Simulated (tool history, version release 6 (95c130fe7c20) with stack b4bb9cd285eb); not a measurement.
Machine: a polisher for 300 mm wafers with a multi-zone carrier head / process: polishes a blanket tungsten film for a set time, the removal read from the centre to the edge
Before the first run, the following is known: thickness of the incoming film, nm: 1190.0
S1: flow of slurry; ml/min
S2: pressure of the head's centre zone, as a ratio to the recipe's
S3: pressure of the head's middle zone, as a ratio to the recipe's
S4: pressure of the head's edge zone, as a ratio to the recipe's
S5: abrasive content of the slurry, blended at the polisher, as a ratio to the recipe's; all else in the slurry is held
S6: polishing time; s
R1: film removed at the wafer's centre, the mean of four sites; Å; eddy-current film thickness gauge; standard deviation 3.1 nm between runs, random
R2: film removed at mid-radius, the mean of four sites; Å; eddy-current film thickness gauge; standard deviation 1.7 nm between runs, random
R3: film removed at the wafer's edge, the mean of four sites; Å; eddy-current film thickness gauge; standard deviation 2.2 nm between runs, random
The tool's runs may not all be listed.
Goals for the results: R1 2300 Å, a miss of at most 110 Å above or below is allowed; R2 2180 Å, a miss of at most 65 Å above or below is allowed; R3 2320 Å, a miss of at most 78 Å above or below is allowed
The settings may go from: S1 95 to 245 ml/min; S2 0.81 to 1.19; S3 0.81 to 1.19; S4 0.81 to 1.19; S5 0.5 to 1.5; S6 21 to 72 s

run,hour,S1,S2,S3,S4,S5,S6,R1,R2,R3
1,0,155,1,1,1,1,46,3320.2,3322.7,3426.8
2,6.1,155,1,1,1,1,40,2854,2903.3,2926.4
3,8.6,145,0.99,0.96,0.97,0.85,40,2716.5,2772.4,2854.6
4,12.6,145,0.99,0.96,0.97,0.95,40,2824,2777.7,2916.3
5,21.4,140,1,0.94,0.96,0.85,38,2558.7,2546.5,2684.8
6,25.2,135,1.02,0.92,0.94,0.75,38,2576.1,2460.8,2599.9
7,30.1,130,1.02,0.91,0.92,0.7,38,2500.9,2377.9,2516.2
8,37.9,125,1.02,0.9,0.9,0.65,38,2448.2,2341.7,2447.3
9,41.2,125,1.02,0.9,0.9,0.65,38,2454.2,2334.6,2451.9
10,42.6,120,1.02,0.89,0.89,0.65,38,2379.4,2325.3,2449.8
11,50.9,110,1.05,0.85,0.84,0.5,38,2396.4,2076.2,2293.7

Below are 4 possible settings for the next run. Only one of them brings all results inside the allowed miss of their targets. Which is it?
A,59.2,95,0.88,0.87,0.86,0.7,37,?,?,?
B,59.2,150,1,0.9,0.92,0.6,35,?,?,?
C,59.2,100,0.87,1,0.88,0.75,36,?,?,?
D,59.2,100,1.04,0.81,0.91,0.5,38,?,?,?

move,R1,R2,R3
A,1992.1,2157.4,2349.8
B,2248.7,2165.3,2337.4
C,1957.5,2339.8,2347.3
D,2312.1,2021.6,2358.8
A: brings the last run's worst result on target, with another outside its allowed miss
B: each result inside its tolerance
C: carries the result that was furthest off beyond its target, to the other side
D: misses by more than the last run did
So the answer is move B, the one that meets all the targets.
